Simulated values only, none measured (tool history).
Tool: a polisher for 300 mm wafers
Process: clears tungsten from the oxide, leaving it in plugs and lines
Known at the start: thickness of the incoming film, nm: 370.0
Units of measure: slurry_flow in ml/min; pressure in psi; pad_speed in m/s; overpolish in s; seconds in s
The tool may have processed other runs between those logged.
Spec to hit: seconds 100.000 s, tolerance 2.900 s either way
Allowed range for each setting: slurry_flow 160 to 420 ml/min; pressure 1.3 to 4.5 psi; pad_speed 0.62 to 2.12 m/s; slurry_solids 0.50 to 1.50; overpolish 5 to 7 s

run,hour,slurry_flow,pressure,pad_speed,slurry_solids,overpolish,seconds
1,0.0,270,2.9,1.36,1.00,7,97.217
2,5.5,270,2.9,1.36,1.15,7,93.915
3,11.9,270,2.9,1.36,1.35,7,89.995
4,13.9,270,2.9,1.64,1.35,7,75.528
5,17.2,270,2.9,1.64,1.35,5,74.365
6,20.1,270,2.9,1.48,1.35,5,82.342
7,22.9,270,2.8,1.48,1.35,5,84.763
8,30.4,270,2.7,1.48,1.35,5,87.401
9,38.0,270,2.6,1.48,1.35,5,90.041
10,43.1,270,2.6,1.48,1.35,5,90.470
11,48.3,270,2.5,1.48,1.35,5,92.628
12,53.1,265,2.4,1.48,1.35,5,96.322

Which one of the following 5 next-run settings gets every result inside its allowed miss? There is exactly one.
A,57.9,220,2.6,1.54,1.30,7,?
B,57.9,245,2.3,1.64,1.45,7,?
C,57.9,300,2.7,1.30,1.30,7,?
D,57.9,240,2.8,1.50,1.05,5,?
E,57.9,270,3.0,1.26,1.30,6,?

move,seconds
A,88.631
B,88.406
C,99.032
D,89.881
E,94.523
A: misses by more than the last run did
B: misses by more than the last run did
C: hits every target within its allowed miss
D: misses by more than the last run did
E: misses by more than the last run did
Answer: C
